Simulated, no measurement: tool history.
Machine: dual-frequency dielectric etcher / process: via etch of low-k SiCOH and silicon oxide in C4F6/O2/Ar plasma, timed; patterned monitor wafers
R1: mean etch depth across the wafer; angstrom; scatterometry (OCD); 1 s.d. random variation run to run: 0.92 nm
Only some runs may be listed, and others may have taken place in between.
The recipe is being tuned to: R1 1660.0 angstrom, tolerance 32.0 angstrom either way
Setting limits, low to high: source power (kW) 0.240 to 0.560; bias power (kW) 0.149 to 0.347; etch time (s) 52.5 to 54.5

Run 1, day 0.000: source power (kW) 0.400, bias power (kW) 0.248, etch time (s) 52.5. Result: R1 1420.3 angstrom.
Run 2, day 0.246: source power (kW) 0.430, bias power (kW) 0.253, etch time (s) 52.5. Result: R1 1488.6 angstrom.
Run 3, day 0.479: source power (kW) 0.430, bias power (kW) 0.253, etch time (s) 54.5. Result: R1 1549.2 angstrom.
Run 4, day 0.696: source power (kW) 0.430, bias power (kW) 0.253, etch time (s) 52.5. Result: R1 1473.9 angstrom.
Run 5, day 1.042: source power (kW) 0.460, bias power (kW) 0.256, etch time (s) 52.5. Result: R1 1529.8 angstrom.
Run 6, day 1.258: source power (kW) 0.460, bias power (kW) 0.256, etch time (s) 52.5. Result: R1 1509.7 angstrom.
Run 7, day 1.454: source power (kW) 0.480, bias power (kW) 0.263, etch time (s) 52.5. Result: R1 1560.4 angstrom.
Run 8, day 1.696: source power (kW) 0.490, bias power (kW) 0.265, etch time (s) 52.5. Result: R1 1590.4 angstrom.

Exactly one of the 5 candidate moves below puts every result within its allowed miss. Which one?
Run A, day 1.938: source power (kW) 0.470, bias power (kW) 0.223, etch time (s) 54.5. Result: R1 ?.
Run B, day 1.938: source power (kW) 0.540, bias power (kW) 0.233, etch time (s) 52.5. Result: R1 ?.
Run C, day 1.938: source power (kW) 0.520, bias power (kW) 0.223, etch time (s) 52.5. Result: R1 ?.
Run D, day 1.938: source power (kW) 0.500, bias power (kW) 0.260, etch time (s) 53.0. Result: R1 ?.
Run E, day 1.938: source power (kW) 0.520, bias power (kW) 0.267, etch time (s) 53.5. Result: R1 ?.

move      R1
   A  1497.3
   B  1548.2
   C  1499.3
   D  1586.2
   E  1642.6
A: moves away from the targets compared with the last run
B: moves away from the targets compared with the last run
C: moves away from the targets compared with the last run
D: moves away from the targets compared with the last run
E: meets every target
E meets every target.
